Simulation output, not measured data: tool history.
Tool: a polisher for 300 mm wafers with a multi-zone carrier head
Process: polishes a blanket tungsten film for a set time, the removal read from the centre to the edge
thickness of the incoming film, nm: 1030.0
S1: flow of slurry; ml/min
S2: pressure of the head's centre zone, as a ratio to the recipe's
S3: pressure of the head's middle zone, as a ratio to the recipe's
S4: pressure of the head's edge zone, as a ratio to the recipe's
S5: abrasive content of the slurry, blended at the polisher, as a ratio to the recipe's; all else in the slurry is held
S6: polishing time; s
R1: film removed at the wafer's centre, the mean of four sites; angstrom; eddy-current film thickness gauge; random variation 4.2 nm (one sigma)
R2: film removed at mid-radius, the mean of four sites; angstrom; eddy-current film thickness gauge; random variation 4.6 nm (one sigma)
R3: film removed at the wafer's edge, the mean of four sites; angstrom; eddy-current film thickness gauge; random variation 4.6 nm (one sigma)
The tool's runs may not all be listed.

Run 1, day 0.000: S1 135 ml/min, S2 1.00, S3 1.00, S4 1.00, S5 1.00, S6 81 s. Result: R1 3946.0 angstrom, R2 3876.5 angstrom, R3 4018.4 angstrom.
Run 2, day 0.246: S1 130 ml/min, S2 0.99, S3 0.99, S4 0.99, S5 0.95, S6 81 s. Result: R1 3805.2 angstrom, R2 3958.4 angstrom, R3 3936.4 angstrom.
Run 3, day 0.588: S1 130 ml/min, S2 0.99, S3 0.94, S4 0.99, S5 0.95, S6 81 s. Result: R1 3745.9 angstrom, R2 3727.2 angstrom, R3 3871.7 angstrom.
Run 4, day 0.904: S1 125 ml/min, S2 0.98, S3 0.92, S4 0.99, S5 0.95, S6 81 s. Result: R1 3680.3 angstrom, R2 3598.8 angstrom, R3 3864.8 angstrom.
Run 5, day 1.275: S1 125 ml/min, S2 0.98, S3 0.92, S4 0.95, S5 0.95, S6 81 s. Result: R1 3769.3 angstrom, R2 3626.7 angstrom, R3 3782.2 angstrom.
Run 6, day 1.442: S1 125 ml/min, S2 0.98, S3 1.00, S4 0.95, S5 0.95, S6 81 s. Result: R1 3660.5 angstrom, R2 3865.9 angstrom, R3 3792.3 angstrom.
Run 7, day 1.721: S1 95 ml/min, S2 0.90, S3 0.90, S4 0.97, S5 0.75, S6 79 s. Result: R1 2953.9 angstrom, R2 2953.7 angstrom, R3 3215.1 angstrom.
Run 8, day 1.971: S1 95 ml/min, S2 0.90, S3 0.90, S4 0.97, S5 0.75, S6 79 s. Result: R1 2864.5 angstrom, R2 2908.4 angstrom, R3 3220.2 angstrom.
Run 9, day 2.129: S1 100 ml/min, S2 0.90, S3 0.90, S4 0.97, S5 0.75, S6 79 s. Result: R1 2981.2 angstrom, R2 2915.0 angstrom, R3 3309.3 angstrom.

The next listed run, before its measurement:
Run 10, day 2.371: S1 100 ml/min, S2 0.90, S3 0.91, S4 0.97, S5 0.75, S6 79 s. Result: R1 ?, R2 ?, R3 ?.

{"run 10": {"R1": 2960.6, "R2": 2906.8, "R3": 3275.1}}

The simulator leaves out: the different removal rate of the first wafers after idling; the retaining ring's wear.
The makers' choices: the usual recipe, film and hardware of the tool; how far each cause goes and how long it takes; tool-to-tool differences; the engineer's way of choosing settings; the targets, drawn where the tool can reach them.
